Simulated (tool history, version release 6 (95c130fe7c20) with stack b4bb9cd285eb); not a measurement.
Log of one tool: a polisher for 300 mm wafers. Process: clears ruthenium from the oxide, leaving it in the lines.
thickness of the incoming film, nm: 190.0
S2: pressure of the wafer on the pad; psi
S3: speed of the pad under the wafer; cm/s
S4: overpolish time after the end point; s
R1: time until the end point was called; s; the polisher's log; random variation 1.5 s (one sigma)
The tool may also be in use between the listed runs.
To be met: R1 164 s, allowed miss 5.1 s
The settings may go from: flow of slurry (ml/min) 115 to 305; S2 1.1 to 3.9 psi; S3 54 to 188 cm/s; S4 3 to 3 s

run 1 day=0 | flow_of_slurry_(ml/min)=195 S2=2.5 S3=120 S4=3 | R1=104.99
run 2 day=0.208 | flow_of_slurry_(ml/min)=195 S2=3 S3=120 S4=3 | R1=88.407
run 3 day=0.567 | flow_of_slurry_(ml/min)=190 S2=2.6 S3=120 S4=3 | R1=101.6
run 4 day=0.917 | flow_of_slurry_(ml/min)=190 S2=2.6 S3=136 S4=3 | R1=90.637
-- day=0.954 head pressure recalibrated
run 5 day=0.954 | flow_of_slurry_(ml/min)=185 S2=2.2 S3=134 S4=3 | R1=103.82
run 6 day=1.175 | flow_of_slurry_(ml/min)=185 S2=2.2 S3=134 S4=3 | R1=104.43
run 7 day=1.454 | flow_of_slurry_(ml/min)=185 S2=1.9 S3=132 S4=3 | R1=120.66
run 8 day=1.525 | flow_of_slurry_(ml/min)=185 S2=1.7 S3=132 S4=3 | R1=133.9
run 9 day=1.85 | flow_of_slurry_(ml/min)=170 S2=1.2 S3=132 S4=3 | R1=188.92
run 10 day=2.062 | flow_of_slurry_(ml/min)=180 S2=1.2 S3=132 S4=3 | R1=189.75
run 11 day=2.167 | flow_of_slurry_(ml/min)=180 S2=1.3 S3=132 S4=3 | R1=173.87
run 12 day=2.458 | flow_of_slurry_(ml/min)=185 S2=1.3 S3=132 S4=3 | R1=172.24
run 13 day=2.688 | flow_of_slurry_(ml/min)=190 S2=1.3 S3=132 S4=3 | R1=173.83

Which of these 4 next moves meets every target?
run A day=2.917 | flow_of_slurry_(ml/min)=205 S2=1.4 S3=110 S4=3 | R1=?
run B day=2.917 | flow_of_slurry_(ml/min)=285 S2=1.4 S3=124 S4=3 | R1=?
run C day=2.917 | flow_of_slurry_(ml/min)=180 S2=1.7 S3=100 S4=3 | R1=?
run D day=2.917 | flow_of_slurry_(ml/min)=200 S2=1.5 S3=112 S4=3 | R1=?

move=A R1=191.29
move=B R1=165.52
move=C R1=176.51
move=D R1=176.47
A: further off than the last run
B: meets every target
C: further off than the last run
D: further off than the last run
Answer: B
